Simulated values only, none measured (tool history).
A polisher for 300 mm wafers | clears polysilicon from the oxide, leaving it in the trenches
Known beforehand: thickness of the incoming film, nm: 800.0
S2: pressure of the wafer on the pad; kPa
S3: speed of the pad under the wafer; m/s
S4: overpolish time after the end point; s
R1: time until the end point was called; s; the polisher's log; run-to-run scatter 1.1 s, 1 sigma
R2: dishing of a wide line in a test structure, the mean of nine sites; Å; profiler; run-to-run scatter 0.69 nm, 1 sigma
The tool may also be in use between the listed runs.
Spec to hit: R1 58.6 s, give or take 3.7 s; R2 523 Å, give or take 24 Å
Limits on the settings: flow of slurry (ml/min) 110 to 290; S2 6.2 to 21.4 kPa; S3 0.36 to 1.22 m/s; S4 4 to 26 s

{"run": 1, "day": 0.0, "flow of slurry (ml/min)": 185, "S2": 13.8, "S3": 0.78, "S4": 13, "R1": 97.943, "R2": 447.39}
{"run": 2, "day": 0.175, "flow of slurry (ml/min)": 145, "S2": 13.8, "S3": 0.78, "S4": 13, "R1": 103.24, "R2": 453.97}
{"run": 3, "day": 0.446, "flow of slurry (ml/min)": 145, "S2": 11, "S3": 0.78, "S4": 13, "R1": 117.48, "R2": 429.13}
{"run": 4, "day": 0.583, "flow of slurry (ml/min)": 150, "S2": 13.8, "S3": 0.82, "S4": 12, "R1": 99.12, "R2": 447.78}
{"run": 5, "day": 0.771, "flow of slurry (ml/min)": 160, "S2": 15.9, "S3": 0.86, "S4": 12, "R1": 82.983, "R2": 459.24}
{"run": 6, "day": 0.95, "flow of slurry (ml/min)": 160, "S2": 15.9, "S3": 0.86, "S4": 14, "R1": 80.642, "R2": 476.85}
{"run": 7, "day": 1.079, "flow of slurry (ml/min)": 160, "S2": 17.2, "S3": 0.88, "S4": 14, "R1": 78.877, "R2": 489.34}
{"run": 8, "day": 1.354, "flow of slurry (ml/min)": 165, "S2": 18.6, "S3": 0.9, "S4": 14, "R1": 71.904, "R2": 484.61}
{"run": 9, "day": 1.521, "flow of slurry (ml/min)": 165, "S2": 19.3, "S3": 0.92, "S4": 15, "R1": 69.01, "R2": 502.91}
{"run": 10, "day": 1.621, "flow of slurry (ml/min)": 165, "S2": 20, "S3": 0.94, "S4": 15, "R1": 64.728, "R2": 502.66}

Exercise: of the 4 proposed moves below, exactly one satisfies all targets within the stated allowed misses. Which move is it?
{"run": "A", "day": 1.721, "flow of slurry (ml/min)": 140, "S2": 18.6, "S3": 0.92, "S4": 16, "R1": "?", "R2": "?"}
{"run": "B", "day": 1.721, "flow of slurry (ml/min)": 205, "S2": 20, "S3": 0.9, "S4": 17, "R1": "?", "R2": "?"}
{"run": "C", "day": 1.721, "flow of slurry (ml/min)": 145, "S2": 21.4, "S3": 1, "S4": 16, "R1": "?", "R2": "?"}
{"run": "D", "day": 1.721, "flow of slurry (ml/min)": 145, "S2": 18.6, "S3": 0.94, "S4": 20, "R1": "?", "R2": "?"}

move=A R1=69.869 R2=513.79
move=B R1=64.189 R2=520.94
move=C R1=57.97 R2=522.49
move=D R1=68.023 R2=524.51
A: its largest miss is bigger than the last run's
B: moves toward the targets from the last run without getting all of them in spec
C: each result inside its tolerance
D: its largest miss is bigger than the last run's
Correct choice: C, which meets every target
